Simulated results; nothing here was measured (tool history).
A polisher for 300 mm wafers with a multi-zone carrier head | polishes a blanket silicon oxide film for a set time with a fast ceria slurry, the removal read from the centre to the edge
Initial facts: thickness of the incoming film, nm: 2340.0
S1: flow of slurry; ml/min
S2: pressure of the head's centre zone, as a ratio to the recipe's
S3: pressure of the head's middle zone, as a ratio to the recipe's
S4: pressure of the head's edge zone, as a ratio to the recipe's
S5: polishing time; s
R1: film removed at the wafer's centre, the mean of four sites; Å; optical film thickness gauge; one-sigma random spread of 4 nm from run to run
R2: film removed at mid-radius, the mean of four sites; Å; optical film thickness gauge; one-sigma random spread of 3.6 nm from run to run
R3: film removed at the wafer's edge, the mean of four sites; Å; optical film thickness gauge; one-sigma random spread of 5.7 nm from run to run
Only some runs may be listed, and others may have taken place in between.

run  hour   S1    S2    S3    S4  S5      R1      R2      R3
  1   0.0  270  1.00  1.00  1.00  47  4773.6  4677.4  4726.3
  2   1.0  285  1.02  1.00  1.03  47  4922.0  4763.9  4935.3
  3   7.2  300  1.03  1.00  1.03  47  4901.7  4810.4  4876.5
  4  11.1  250  1.03  1.00  1.03  47  4830.2  4716.0  4875.8
  5  16.0  250  1.03  1.05  1.03  47  4814.2  4936.1  4827.2
  6  23.7  265  1.05  1.04  1.04  47  4994.0  4860.9  4864.7
  7  30.9  275  1.06  1.04  1.06  47  4968.1  4985.0  4975.4
  8  39.3  280  1.08  1.03  1.07  47  5128.1  4885.6  4896.4
  9  47.7  285  1.09  1.02  1.09  47  5129.4  4838.5  4998.6

For run 10, what comes out?
 10  52.9  290  1.10  1.02  1.10  47   ?   ?   ?

R1: 5124.1 Å
R2: 4888.1 Å
R3: 5040.6 Å
